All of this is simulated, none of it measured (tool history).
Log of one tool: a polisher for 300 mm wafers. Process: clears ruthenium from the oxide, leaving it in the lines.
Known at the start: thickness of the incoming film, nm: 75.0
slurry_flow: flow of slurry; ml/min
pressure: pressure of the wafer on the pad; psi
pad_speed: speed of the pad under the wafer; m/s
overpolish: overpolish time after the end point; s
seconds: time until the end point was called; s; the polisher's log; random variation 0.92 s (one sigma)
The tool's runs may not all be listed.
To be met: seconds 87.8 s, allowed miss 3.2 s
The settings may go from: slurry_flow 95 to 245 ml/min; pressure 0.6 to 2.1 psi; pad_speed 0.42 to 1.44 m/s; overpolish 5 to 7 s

run  hour  slurry_flow  pressure  pad_speed  overpolish  seconds
  1     0          155       1.3       0.92           7   120.41
  2   1.9          160       1.4       0.92           7   113.95
  3  10.2          160       1.2       0.92           7      132
  4  13.8          190       1.2       0.92           7   128.37
  5  17.1          190       1.3       0.92           7   119.39
  6  17.7          190       1.3        0.7           7   146.57
  7  21.7          190       1.4        0.7           7   134.24
  8  29.1          190       1.5        0.7           7   127.35
  9  31.7          190       1.6        0.7           7   120.94
 10  39.8          205         2       0.72           7   94.845

5 next moves are on the table. One of them brings every result within its allowed miss. Which?
  A  47.9          205       1.9       0.68           7        ?
  B  47.9          215       2.1       0.68           5        ?
  C  47.9          215       1.9       0.72           7        ?
  D  47.9          200       1.8       0.82           6        ?
  E  47.9          215         2       0.78           7        ?

move  seconds
   A   104.96
   B   94.611
   C   99.769
   D   95.598
   E   89.002
A: further off than the last run
B: as far off as the last run
C: further off than the last run
D: further off than the last run
E: meets every target
The right move is E.
